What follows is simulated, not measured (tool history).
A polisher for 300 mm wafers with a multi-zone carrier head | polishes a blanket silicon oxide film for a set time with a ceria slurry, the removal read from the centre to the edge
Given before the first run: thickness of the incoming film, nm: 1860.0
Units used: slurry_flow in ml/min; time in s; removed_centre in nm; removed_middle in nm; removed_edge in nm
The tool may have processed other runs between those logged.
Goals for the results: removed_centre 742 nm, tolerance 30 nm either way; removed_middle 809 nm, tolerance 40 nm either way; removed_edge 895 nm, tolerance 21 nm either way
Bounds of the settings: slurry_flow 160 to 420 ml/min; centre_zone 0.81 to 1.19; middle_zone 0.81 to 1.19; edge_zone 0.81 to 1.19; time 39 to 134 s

| run | hour | slurry_flow | centre_zone | middle_zone | edge_zone | time | removed_centre | removed_middle | removed_edge |
|---|---|---|---|---|---|---|---|---|---|
| 1 | 0 | 270 | 1 | 1 | 1 | 86 | 617.07 | 633.26 | 635.5 |
| 2 | 4.6 | 270 | 0.99 | 1 | 1.02 | 89 | 618.61 | 666.4 | 662.47 |
| 3 | 10 | 270 | 0.99 | 1 | 1.05 | 89 | 638.37 | 662.77 | 677.39 |
| 4 | 12.6 | 270 | 0.98 | 1 | 1.07 | 91 | 641.12 | 667.82 | 694.95 |
| 5 | 14.1 | 270 | 0.98 | 1 | 1.07 | 99 | 683.22 | 735.59 | 762.72 |
| 6 | 20.8 | 275 | 0.98 | 1 | 1.09 | 100 | 706.54 | 722.39 | 763.82 |
| 7 | 23.9 | 270 | 0.97 | 1 | 1.1 | 102 | 715.03 | 749.94 | 788.3 |
| 8 | 30.1 | 270 | 0.96 | 1 | 1.11 | 103 | 693.36 | 757.35 | 794.48 |
| 9 | 37.7 | 270 | 0.96 | 1 | 1.12 | 104 | 729.57 | 751.5 | 809.57 |
| 10 | 39.6 | 270 | 0.95 | 1 | 1.13 | 105 | 712.16 | 782.22 | 820.15 |
| 11 | 40.6 | 270 | 0.95 | 0.99 | 1.14 | 106 | 735.68 | 776.17 | 842.91 |

Below are 4 possible settings for the next run. Only one of them brings all results inside the allowed miss of their targets. Which is it?
| A | 41.6 | 275 | 0.92 | 1.04 | 1.12 | 114 | ? | ? | ? |
| B | 41.6 | 230 | 0.93 | 0.99 | 1.17 | 114 | ? | ? | ? |
| C | 41.6 | 255 | 1.03 | 1.12 | 1.12 | 116 | ? | ? | ? |
| D | 41.6 | 260 | 0.95 | 1.05 | 1.05 | 119 | ? | ? | ? |

| move | removed_centre | removed_middle | removed_edge |
|---|---|---|---|
| A | 749.82 | 862.66 | 902.98 |
| B | 738.7 | 808.62 | 908.42 |
| C | 846.84 | 926.16 | 911.57 |
| D | 802.53 | 901.77 | 907.8 |
A: meets the target for the result that was furthest off, but another lies outside its allowed miss
B: in spec on every target
C: meets the target for the result that was furthest off, but another lies outside its allowed miss
D: meets the target for the result that was furthest off, but another lies outside its allowed miss
So the answer is move B, the one that meets all the targets.
